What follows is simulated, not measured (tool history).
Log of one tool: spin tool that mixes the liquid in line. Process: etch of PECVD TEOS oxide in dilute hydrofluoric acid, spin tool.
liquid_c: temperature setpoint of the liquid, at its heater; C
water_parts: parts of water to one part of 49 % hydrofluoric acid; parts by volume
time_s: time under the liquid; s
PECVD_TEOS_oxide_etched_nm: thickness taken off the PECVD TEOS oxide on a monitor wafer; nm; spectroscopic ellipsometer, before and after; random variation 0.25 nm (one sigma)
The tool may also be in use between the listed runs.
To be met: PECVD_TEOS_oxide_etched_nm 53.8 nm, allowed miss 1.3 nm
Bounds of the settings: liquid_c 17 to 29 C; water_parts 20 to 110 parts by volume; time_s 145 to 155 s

run,hour,liquid_c,water_parts,time_s,PECVD_TEOS_oxide_etched_nm
1,0,21,60,145,35.209
2,7,21,70,145,29.813
3,10.9,21,90,145,22.634
4,17,22.5,85,145,25.524
5,20.9,22.5,85,155,27.01
6,26.6,23.5,80,155,30.64
7,35.6,24.5,75,155,34.196
8,42.4,25.5,70,155,38.337
9,44.4,29,55,155,56.658
10,50.6,28.5,55,155,55.79
11,51.1,28.5,55,155,56.538

Which of these 4 next moves meets every target?
A,51.6,28.5,50,145,?
B,51.6,29,55,145,?
C,51.6,28,50,155,?
D,51.6,27.5,50,155,?

move,PECVD_TEOS_oxide_etched_nm
A,57.572
B,52.989
C,60.331
D,59.137
A: further off than the last run
B: meets every target
C: further off than the last run
D: further off than the last run
The right move is B.
